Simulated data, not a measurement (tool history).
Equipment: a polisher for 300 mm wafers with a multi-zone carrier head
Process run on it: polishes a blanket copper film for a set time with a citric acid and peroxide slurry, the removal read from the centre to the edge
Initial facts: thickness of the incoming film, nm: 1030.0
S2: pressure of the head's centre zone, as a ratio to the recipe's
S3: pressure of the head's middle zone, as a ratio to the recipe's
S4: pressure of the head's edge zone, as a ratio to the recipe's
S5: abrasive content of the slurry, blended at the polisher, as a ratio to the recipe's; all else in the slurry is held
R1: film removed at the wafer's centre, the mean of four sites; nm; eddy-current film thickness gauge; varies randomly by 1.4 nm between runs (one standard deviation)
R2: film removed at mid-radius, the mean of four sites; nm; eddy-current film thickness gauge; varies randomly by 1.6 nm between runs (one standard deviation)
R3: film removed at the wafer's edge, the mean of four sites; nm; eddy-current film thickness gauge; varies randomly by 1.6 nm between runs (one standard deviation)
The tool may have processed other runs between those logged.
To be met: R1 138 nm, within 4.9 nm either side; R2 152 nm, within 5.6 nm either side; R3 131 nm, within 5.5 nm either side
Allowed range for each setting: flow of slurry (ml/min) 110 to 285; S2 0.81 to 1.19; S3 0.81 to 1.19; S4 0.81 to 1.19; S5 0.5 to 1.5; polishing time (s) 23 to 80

Run 1, hour 0: flow of slurry (ml/min) 180, S2 1, S3 1, S4 1, S5 1, polishing time (s) 51. Result: R1 144.51 nm, R2 157.66 nm, R3 161.61 nm.
Run 2, hour 3.1: flow of slurry (ml/min) 180, S2 1.01, S3 1.01, S4 0.98, S5 0.95, polishing time (s) 51. Result: R1 141.79 nm, R2 155.62 nm, R3 156.43 nm.
Run 3, hour 5.3: flow of slurry (ml/min) 180, S2 1.02, S3 1.02, S4 0.96, S5 0.95, polishing time (s) 51. Result: R1 142.89 nm, R2 157.9 nm, R3 154.92 nm.
Run 4, hour 6.3: flow of slurry (ml/min) 180, S2 1.02, S3 1.02, S4 0.96, S5 0.95, polishing time (s) 41. Result: R1 114.54 nm, R2 124.55 nm, R3 123.02 nm.
Run 5, hour 10.6: flow of slurry (ml/min) 180, S2 1.02, S3 0.97, S4 0.96, S5 0.95, polishing time (s) 41. Result: R1 114.93 nm, R2 119.78 nm, R3 125.94 nm.
Run 6, hour 11.2: flow of slurry (ml/min) 145, S2 1.02, S3 0.97, S4 0.96, S5 0.95, polishing time (s) 41. Result: R1 111.9 nm, R2 115.82 nm, R3 122.32 nm.
Run 7, hour 17.4: flow of slurry (ml/min) 155, S2 1.03, S3 0.99, S4 0.96, S5 0.95, polishing time (s) 41. Result: R1 114.07 nm, R2 120.35 nm, R3 122.84 nm.
Run 8, hour 18.7: flow of slurry (ml/min) 160, S2 1.04, S3 1.01, S4 0.97, S5 0.95, polishing time (s) 41. Result: R1 114.74 nm, R2 124.23 nm, R3 123.34 nm.
Run 9, hour 22.3: flow of slurry (ml/min) 165, S2 1.06, S3 1.02, S4 0.98, S5 0.95, polishing time (s) 41. Result: R1 119.57 nm, R2 124.02 nm, R3 124.33 nm.
Run 10, hour 26.3: flow of slurry (ml/min) 170, S2 1.07, S3 1.04, S4 0.98, S5 0.95, polishing time (s) 41. Result: R1 119.4 nm, R2 128.61 nm, R3 126.46 nm.
Run 11, hour 28.3: flow of slurry (ml/min) 175, S2 1.08, S3 1.05, S4 0.97, S5 0.95, polishing time (s) 41. Result: R1 123.76 nm, R2 130.81 nm, R3 121.09 nm.
Run 12, hour 29.5: flow of slurry (ml/min) 180, S2 1.08, S3 1.06, S4 0.98, S5 0.95, polishing time (s) 41. Result: R1 121.43 nm, R2 130.73 nm, R3 123.74 nm.
Run 13, hour 38.1: flow of slurry (ml/min) 185, S2 1.09, S3 1.07, S4 0.99, S5 0.95, polishing time (s) 41. Result: R1 125.73 nm, R2 131.52 nm, R3 126.59 nm.
Run 14, hour 45.3: flow of slurry (ml/min) 190, S2 1.09, S3 1.08, S4 0.99, S5 0.95, polishing time (s) 41. Result: R1 122.19 nm, R2 133.31 nm, R3 127.65 nm.
At hour 50.7: centre zone pressure recalibrated.
Run 15, hour 50.7: flow of slurry (ml/min) 225, S2 1.19, S3 1.18, S4 0.93, S5 1.05, polishing time (s) 41. Result: R1 149.82 nm, R2 150.61 nm, R3 128.11 nm.
Run 16, hour 55.4: flow of slurry (ml/min) 200, S2 1.11, S3 1.18, S4 0.96, S5 1.1, polishing time (s) 42. Result: R1 143.34 nm, R2 152.32 nm, R3 130.2 nm.

Exercise: of the 5 proposed moves below, exactly one satisfies all targets within the stated allowed misses. Which move is it?
Run A, hour 60.1: flow of slurry (ml/min) 195, S2 1.09, S3 1.19, S4 1, S5 1.05, polishing time (s) 42. Result: R1 ?, R2 ?, R3 ?.
Run B, hour 60.1: flow of slurry (ml/min) 185, S2 1.14, S3 1.09, S4 1.04, S5 1, polishing time (s) 41. Result: R1 ?, R2 ?, R3 ?.
Run C, hour 60.1: flow of slurry (ml/min) 205, S2 1.01, S3 1.19, S4 0.89, S5 1.05, polishing time (s) 45. Result: R1 ?, R2 ?, R3 ?.
Run D, hour 60.1: flow of slurry (ml/min) 135, S2 1.19, S3 1.12, S4 0.97, S5 1.15, polishing time (s) 43. Result: R1 ?, R2 ?, R3 ?.
Run E, hour 60.1: flow of slurry (ml/min) 215, S2 1.14, S3 1.18, S4 0.96, S5 1.05, polishing time (s) 42. Result: R1 ?, R2 ?, R3 ?.

move      R1      R2      R3
   A  139.02  151.74  131.78
   B  139.13  135.09  129.43
   C  139.56  163.76  134.34
   D  147.43  141.51  129.84
   E  147.17  152.54  130.47
A: all results in spec
B: puts the biggest miss on target and leaves a different result outside tolerance
C: puts the biggest miss on target and leaves a different result outside tolerance
D: further off than the last run
E: further off than the last run
Answer: A
